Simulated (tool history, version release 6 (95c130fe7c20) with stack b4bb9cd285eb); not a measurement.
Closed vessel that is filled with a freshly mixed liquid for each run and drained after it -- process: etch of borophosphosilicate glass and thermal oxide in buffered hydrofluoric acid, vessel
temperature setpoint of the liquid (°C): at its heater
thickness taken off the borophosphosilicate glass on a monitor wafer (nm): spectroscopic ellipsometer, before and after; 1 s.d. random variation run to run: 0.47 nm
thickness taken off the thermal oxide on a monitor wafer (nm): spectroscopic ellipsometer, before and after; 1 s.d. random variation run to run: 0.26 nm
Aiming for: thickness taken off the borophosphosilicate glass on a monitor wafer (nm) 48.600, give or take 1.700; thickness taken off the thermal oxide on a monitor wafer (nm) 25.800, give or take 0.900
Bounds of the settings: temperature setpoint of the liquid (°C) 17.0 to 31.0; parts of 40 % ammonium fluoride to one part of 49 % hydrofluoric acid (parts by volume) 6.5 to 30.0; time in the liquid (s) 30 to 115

run,hour,temperature setpoint of the liquid (°C),parts of 40 % ammonium fluoride to one part of 49 % hydrofluoric acid (parts by volume),time in the liquid (s),thickness taken off the borophosphosilicate glass on a monitor wafer (nm),thickness taken off the thermal oxide on a monitor wafer (nm)
1,0.0,23.0,19.5,60,62.786,34.263
2,6.8,23.0,15.0,60,82.446,43.760
3,14.5,22.0,15.5,60,76.194,40.110
4,18.2,22.0,17.5,60,67.679,35.497
5,20.1,24.5,17.5,60,76.999,41.579
6,24.7,24.5,17.5,85,106.970,57.889
7,31.6,23.0,19.0,85,91.585,49.008
8,36.8,22.0,20.0,85,82.710,43.639
9,45.6,21.5,21.0,85,76.240,41.587
10,47.6,20.5,21.5,85,73.612,38.439
11,53.8,20.5,21.5,85,71.570,39.062
12,61.1,20.0,22.0,85,69.071,36.661
13,67.0,19.5,23.0,85,65.525,34.456
14,68.4,19.0,24.0,85,62.683,32.830
15,77.3,19.0,25.0,85,59.601,32.195
16,84.3,18.5,25.5,85,57.524,31.091
17,85.9,18.0,26.0,85,56.032,29.424
18,91.7,18.0,26.5,85,56.129,29.683
19,93.2,18.0,27.0,85,54.694,28.699
20,94.7,18.0,27.5,85,53.369,28.549
21,102.7,17.5,28.0,85,51.707,27.766

Exactly one of the 4 candidate moves below puts every result within its allowed miss. Which one?
A,110.7,17.0,22.0,75,?,?
B,110.7,18.0,26.0,75,?,?
C,110.7,18.0,27.5,90,?,?
D,110.7,21.5,30.0,80,?,?

move,thickness taken off the borophosphosilicate glass on a monitor wafer (nm),thickness taken off the thermal oxide on a monitor wafer (nm)
A,51.995,27.642
B,48.970,26.063
C,56.519,30.085
D,57.433,30.639
A: gains on the last run, yet a result remains outside its allowed miss
B: in spec on every target
C: its largest miss is bigger than the last run's
D: its largest miss is bigger than the last run's
Correct choice: B, which meets every target

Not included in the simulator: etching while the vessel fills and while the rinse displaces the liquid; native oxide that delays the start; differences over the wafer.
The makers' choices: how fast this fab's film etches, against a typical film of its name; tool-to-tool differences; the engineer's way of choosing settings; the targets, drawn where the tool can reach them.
